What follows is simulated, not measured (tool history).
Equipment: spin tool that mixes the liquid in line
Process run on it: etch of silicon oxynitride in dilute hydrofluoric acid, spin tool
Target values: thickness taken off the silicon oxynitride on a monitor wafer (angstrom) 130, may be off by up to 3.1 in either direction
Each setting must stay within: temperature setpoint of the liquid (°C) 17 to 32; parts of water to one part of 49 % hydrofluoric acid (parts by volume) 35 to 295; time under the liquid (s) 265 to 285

| run | hour | temperature setpoint of the liquid (°C) | parts of water to one part of 49 % hydrofluoric acid (parts by volume) | time under the liquid (s) | thickness taken off the silicon oxynitride on a monitor wafer (angstrom) |
|---|---|---|---|---|---|
| 1 | 0 | 24 | 165 | 265 | 55.131 |
| 2 | 1.7 | 25 | 155 | 265 | 62.376 |
| 3 | 2.6 | 26 | 145 | 265 | 69.547 |
| 4 | 10.3 | 27.5 | 145 | 265 | 75.686 |
| 5 | 14.2 | 27.5 | 145 | 285 | 80.342 |
| 6 | 15.9 | 27.5 | 125 | 285 | 96.144 |
| 7 | 18.9 | 28 | 120 | 285 | 101.49 |
| 8 | 24.7 | 28.5 | 120 | 285 | 103.29 |
| 9 | 25.8 | 29 | 120 | 285 | 106.31 |
| 10 | 30.2 | 29.5 | 120 | 285 | 108.2 |
| 11 | 38.5 | 30 | 120 | 285 | 111.75 |
| 12 | 46.8 | 30 | 120 | 285 | 111.4 |
|  | 49.8 | thermometer replaced |
| 13 | 49.8 | 30.5 | 120 | 285 | 103.56 |

Which of these 5 next moves meets every target?
| A | 52.8 | 30.5 | 105 | 285 | ? |
| B | 52.8 | 31 | 100 | 285 | ? |
| C | 52.8 | 32 | 135 | 265 | ? |
| D | 52.8 | 32 | 90 | 265 | ? |
| E | 52.8 | 31 | 105 | 285 | ? |

| move | thickness taken off the silicon oxynitride on a monitor wafer (angstrom) |
|---|---|
| A | 121.89 |
| B | 131.54 |
| C | 91.243 |
| D | 143.61 |
| E | 124.62 |
A: better than the last run, though not everything is in spec
B: in spec on every target
C: moves away from the targets compared with the last run
D: the result that was furthest off in the last run now lies on the other side of its target
E: better than the last run, though not everything is in spec
Answer: B
